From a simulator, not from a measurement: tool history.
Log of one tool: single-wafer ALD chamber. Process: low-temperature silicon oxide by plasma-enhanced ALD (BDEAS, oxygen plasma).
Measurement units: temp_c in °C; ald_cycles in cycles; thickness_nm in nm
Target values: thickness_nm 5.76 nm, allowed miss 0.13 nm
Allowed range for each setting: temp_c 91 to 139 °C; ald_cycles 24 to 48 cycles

| run | day | temp_c | ald_cycles | thickness_nm |
|---|---|---|---|---|
| 1 | 0 | 115 | 36 | 5.2245 |
| 2 | 0.142 | 115 | 34 | 4.9424 |
| 3 | 0.233 | 109 | 34 | 4.9947 |
| 4 | 0.454 | 109 | 35 | 5.1245 |
| 5 | 0.771 | 109 | 37 | 5.3787 |
| 6 | 0.862 | 109 | 33 | 4.8275 |
| 7 | 0.888 | 109 | 33 | 4.8527 |
| 8 | 1.058 | 109 | 33 | 4.8019 |

5 candidate next runs follow, results not yet known. Just one meets every target within its allowed miss. Identify it.
| A | 1.229 | 109 | 37 | ? |
| B | 1.229 | 112 | 40 | ? |
| C | 1.229 | 113 | 38 | ? |
| D | 1.229 | 98 | 36 | ? |
| E | 1.229 | 122 | 38 | ? |

| move | thickness_nm |
|---|---|
| A | 5.4162 |
| B | 5.822 |
| C | 5.5204 |
| D | 5.405 |
| E | 5.4253 |
A: nearer than the last run, and not there yet
B: every result lands within tolerance
C: nearer than the last run, and not there yet
D: nearer than the last run, and not there yet
E: nearer than the last run, and not there yet
B meets every target.
